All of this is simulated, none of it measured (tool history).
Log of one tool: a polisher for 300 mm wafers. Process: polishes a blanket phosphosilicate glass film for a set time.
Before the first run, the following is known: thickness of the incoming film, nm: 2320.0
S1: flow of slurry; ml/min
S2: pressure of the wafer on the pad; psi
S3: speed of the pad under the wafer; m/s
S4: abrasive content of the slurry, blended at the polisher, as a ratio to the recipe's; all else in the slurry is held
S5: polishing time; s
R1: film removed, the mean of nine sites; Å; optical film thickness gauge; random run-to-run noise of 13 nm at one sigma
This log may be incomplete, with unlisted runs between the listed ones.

run	hour	S1	S2	S3	S4	S5	R1
1	0.0	140	4.0	1.24	1.0	47	7417.4
2	8.3	140	4.2	1.24	1.0	47	7717.9
3	14.6	140	3.2	1.24	1.0	47	5936.4
4	22.0	140	2.4	1.24	1.0	47	4551.7
5	23.6	140	3.0	1.26	1.0	47	5717.4
6	26.2	140	3.4	1.26	1.0	47	6450.5
7	33.3	140	3.7	1.26	1.0	47	7056.5
8	41.5	140	3.9	1.26	1.0	47	7456.7

Forecast run 9:
9	44.7	140	4.1	1.26	1.0	47	?

{"run 9": {"R1": 7577.6}}

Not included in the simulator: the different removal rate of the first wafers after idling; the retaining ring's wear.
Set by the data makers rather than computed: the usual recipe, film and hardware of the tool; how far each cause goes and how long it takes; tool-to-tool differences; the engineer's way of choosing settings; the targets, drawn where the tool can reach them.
